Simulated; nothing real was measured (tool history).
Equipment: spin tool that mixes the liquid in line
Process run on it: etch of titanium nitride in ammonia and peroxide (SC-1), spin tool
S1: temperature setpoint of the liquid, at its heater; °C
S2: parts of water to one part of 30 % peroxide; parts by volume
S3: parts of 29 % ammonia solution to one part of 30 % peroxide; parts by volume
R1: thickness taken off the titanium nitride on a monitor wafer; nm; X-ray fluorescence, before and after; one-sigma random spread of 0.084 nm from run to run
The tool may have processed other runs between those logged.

{"run": 1, "day": 0.0, "S1": 61.0, "S2": 11, "S3": 0.5, "time under the liquid (s)": 95, "R1": 6.0055}
{"run": 2, "day": 0.354, "S1": 62.5, "S2": 11, "S3": 0.5, "time under the liquid (s)": 95, "R1": 6.7593}
{"run": 3, "day": 0.625, "S1": 63.5, "S2": 11, "S3": 0.5, "time under the liquid (s)": 95, "R1": 7.0389}
{"run": 4, "day": 0.925, "S1": 63.5, "S2": 11, "S3": 0.4, "time under the liquid (s)": 95, "R1": 6.8993}
{"run": 5, "day": 1.021, "S1": 64.5, "S2": 11, "S3": 0.4, "time under the liquid (s)": 95, "R1": 7.2287}
{"run": 6, "day": 1.179, "S1": 65.5, "S2": 11, "S3": 0.4, "time under the liquid (s)": 95, "R1": 7.7762}

Run 7 is up next; what results do you expect?
{"run": 7, "day": 1.383, "S1": 66.5, "S2": 11, "S3": 0.4, "time under the liquid (s)": 95, "R1": "?"}

Run 7 gave R1 8.1028 nm.
